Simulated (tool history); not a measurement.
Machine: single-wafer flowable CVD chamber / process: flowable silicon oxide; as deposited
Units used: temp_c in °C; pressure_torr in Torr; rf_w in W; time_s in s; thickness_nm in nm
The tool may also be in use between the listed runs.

run	hour	temp_c	pressure_torr	rf_w	time_s	thickness_nm
1	0	110	0.609	2415	725	228.06
2	5.7	113	0.608	2415	725	210.75
3	10.8	115	0.607	2415	725	198.03
4	19.6	115	0.701	2415	725	224.88
5	23.2	115	0.701	2415	725	224.79
6	26.5	118	0.7	2415	725	208.78
7	31.6	120	0.699	2415	725	197.66
8	33.1	122	0.698	2415	725	189.14
9	35.4	122	0.698	2415	725	186.78
10	40.8	124	0.697	2415	725	178.84
11	48.1	126	0.696	2415	725	171.22
12	53.6	127	0.693	2415	725	165.35
13	60.9	128	0.692	2415	725	160.07

The next listed run, before its measurement:
14	62	129	0.692	2415	725	?

thickness_nm: 157.51 nm
